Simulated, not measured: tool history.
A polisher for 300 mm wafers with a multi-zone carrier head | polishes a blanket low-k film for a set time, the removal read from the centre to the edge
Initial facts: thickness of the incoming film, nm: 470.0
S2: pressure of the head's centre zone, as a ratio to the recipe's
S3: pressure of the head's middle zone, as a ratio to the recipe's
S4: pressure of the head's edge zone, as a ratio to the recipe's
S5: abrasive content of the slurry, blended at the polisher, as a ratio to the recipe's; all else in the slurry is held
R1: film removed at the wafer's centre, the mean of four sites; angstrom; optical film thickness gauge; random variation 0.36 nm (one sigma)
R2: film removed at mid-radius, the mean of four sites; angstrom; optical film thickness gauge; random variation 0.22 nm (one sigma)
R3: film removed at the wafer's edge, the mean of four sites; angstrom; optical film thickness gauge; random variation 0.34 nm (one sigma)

run 1 day=0 | flow_of_slurry_(ml/min)=290 S2=1 S3=1 S4=1 S5=1 polishing_time_(s)=36 | R1=192.93 R2=195.76 R3=189.36
run 2 day=0.254 | flow_of_slurry_(ml/min)=295 S2=1.04 S3=1.02 S4=1.03 S5=1.1 polishing_time_(s)=36 | R1=203.81 R2=206.29 R3=203.03
run 3 day=0.35 | flow_of_slurry_(ml/min)=295 S2=1.1 S3=1.02 S4=1.03 S5=1.1 polishing_time_(s)=36 | R1=212.92 R2=203.75 R3=196.42
run 4 day=0.421 | flow_of_slurry_(ml/min)=305 S2=1.12 S3=1.02 S4=1.03 S5=1.2 polishing_time_(s)=37 | R1=233.58 R2=220.23 R3=214.52
run 5 day=0.775 | flow_of_slurry_(ml/min)=315 S2=1.14 S3=1.02 S4=1.02 S5=1.25 polishing_time_(s)=38 | R1=248.62 R2=231.78 R3=227.91
run 6 day=0.808 | flow_of_slurry_(ml/min)=315 S2=1.11 S3=1.02 S4=1.02 S5=1.25 polishing_time_(s)=38 | R1=241.26 R2=230.61 R3=219.34
run 7 day=1.117 | flow_of_slurry_(ml/min)=315 S2=1.13 S3=1.02 S4=1.03 S5=1.3 polishing_time_(s)=39 | R1=255.48 R2=240.71 R3=236.82
run 8 day=1.312 | flow_of_slurry_(ml/min)=320 S2=1.14 S3=1.02 S4=1.02 S5=1.35 polishing_time_(s)=40 | R1=270.51 R2=250.85 R3=243.92
run 9 day=1.358 | flow_of_slurry_(ml/min)=325 S2=1.15 S3=1.02 S4=1.02 S5=1.4 polishing_time_(s)=40 | R1=272.45 R2=254.91 R3=247.22
run 10 day=1.467 | flow_of_slurry_(ml/min)=330 S2=1.16 S3=1.02 S4=1.01 S5=1.4 polishing_time_(s)=41 | R1=279.76 R2=259.51 R3=250.01

Run 11 is up next; what results do you expect?
run 11 day=1.675 | flow_of_slurry_(ml/min)=330 S2=1.17 S3=1.02 S4=1.01 S5=1.4 polishing_time_(s)=42 | R1=? R2=? R3=?

Run 11 gave R1 288.93 angstrom, R2 265.74 angstrom, R3 256.12 angstrom.
